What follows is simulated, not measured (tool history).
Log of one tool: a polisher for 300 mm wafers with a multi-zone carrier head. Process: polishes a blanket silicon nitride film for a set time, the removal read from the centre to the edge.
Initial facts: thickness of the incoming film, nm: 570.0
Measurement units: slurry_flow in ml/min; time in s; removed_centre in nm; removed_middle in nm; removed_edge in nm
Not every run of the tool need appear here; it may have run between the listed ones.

run  hour  slurry_flow  centre_zone  middle_zone  edge_zone  time  removed_centre  removed_middle  removed_edge
  1   0.0          285         1.00         1.00       1.00    56          103.19          111.45        108.78
  2   0.8          325         1.00         1.00       1.00    56          109.12          113.54        110.28
  3   2.8          325         1.00         1.00       1.00    61          117.69          122.66        120.64
  4   6.8          335         1.01         1.02       1.02    61          117.73          124.87        122.86
  5  14.5          335         1.01         1.02       0.96    61          116.60          124.27        116.68
  6  21.6          345         1.03         1.04       0.97    62          123.01          127.69        121.10
  7  24.6          355         1.04         1.06       0.97    63          125.75          132.53        123.50
  8  32.4          360         1.05         1.07       0.98    64          128.72          136.83        127.07
  9  35.3          365         1.07         1.08       0.99    64          132.10          137.36        127.26

The next listed run, before its measurement:
     43.6  -- centre zone pressure recalibrated
 10  43.6          365         1.07         1.08       0.99    64               ?               ?             ?

Run 10 yielded removed_centre 138.90 nm, removed_middle 136.05 nm, removed_edge 124.89 nm.
